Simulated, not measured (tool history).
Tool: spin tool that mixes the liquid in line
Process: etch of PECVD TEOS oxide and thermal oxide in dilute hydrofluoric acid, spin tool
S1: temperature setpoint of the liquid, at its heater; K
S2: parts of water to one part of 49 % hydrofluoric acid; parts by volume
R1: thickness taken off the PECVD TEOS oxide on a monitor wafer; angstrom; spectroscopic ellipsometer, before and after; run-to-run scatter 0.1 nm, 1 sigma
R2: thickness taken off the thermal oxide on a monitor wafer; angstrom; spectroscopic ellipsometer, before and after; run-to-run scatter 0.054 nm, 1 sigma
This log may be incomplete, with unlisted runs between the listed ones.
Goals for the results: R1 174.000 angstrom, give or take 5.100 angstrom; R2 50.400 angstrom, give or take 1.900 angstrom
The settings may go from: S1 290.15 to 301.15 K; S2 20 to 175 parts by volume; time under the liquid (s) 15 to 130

Run 1, hour 0.0: S1 293.15 K, S2 95 parts by volume, time under the liquid (s) 65. Result: R1 96.469 angstrom, R2 28.633 angstrom.
Run 2, hour 1.3: S1 295.65 K, S2 95 parts by volume, time under the liquid (s) 65. Result: R1 106.060 angstrom, R2 31.580 angstrom.
Run 3, hour 5.5: S1 296.65 K, S2 90 parts by volume, time under the liquid (s) 65. Result: R1 118.210 angstrom, R2 34.265 angstrom.
Run 4, hour 7.0: S1 296.65 K, S2 110 parts by volume, time under the liquid (s) 65. Result: R1 94.963 angstrom, R2 27.587 angstrom.
Run 5, hour 12.1: S1 297.15 K, S2 105 parts by volume, time under the liquid (s) 65. Result: R1 101.140 angstrom, R2 29.442 angstrom.
Run 6, hour 18.9: S1 297.65 K, S2 100 parts by volume, time under the liquid (s) 65. Result: R1 110.240 angstrom, R2 32.317 angstrom.
Run 7, hour 21.4: S1 298.15 K, S2 95 parts by volume, time under the liquid (s) 65. Result: R1 118.660 angstrom, R2 34.173 angstrom.
Run 8, hour 24.7: S1 298.65 K, S2 90 parts by volume, time under the liquid (s) 65. Result: R1 128.510 angstrom, R2 37.921 angstrom.
At hour 30.4: thermometer replaced.
Run 9, hour 30.4: S1 299.15 K, S2 85 parts by volume, time under the liquid (s) 65. Result: R1 150.990 angstrom, R2 43.217 angstrom.

Pick the move, out of 4, that brings all results within their allowed miss; only one does.
Run A, hour 36.1: S1 297.15 K, S2 80 parts by volume, time under the liquid (s) 75. Result: R1 ?, R2 ?.
Run B, hour 36.1: S1 296.15 K, S2 70 parts by volume, time under the liquid (s) 75. Result: R1 ?, R2 ?.
Run C, hour 36.1: S1 296.15 K, S2 100 parts by volume, time under the liquid (s) 95. Result: R1 ?, R2 ?.
Run D, hour 36.1: S1 300.65 K, S2 90 parts by volume, time under the liquid (s) 60. Result: R1 ?, R2 ?.

move       R1      R2
   A  172.160  49.970
   B  191.340  55.537
   C  163.520  47.462
   D  138.720  40.264
A: every result lands within tolerance
B: takes the biggest miss from the last run beyond its target
C: closer than the last run, but not yet in spec
D: its largest miss is bigger than the last run's
Go with A: it meets all targets.
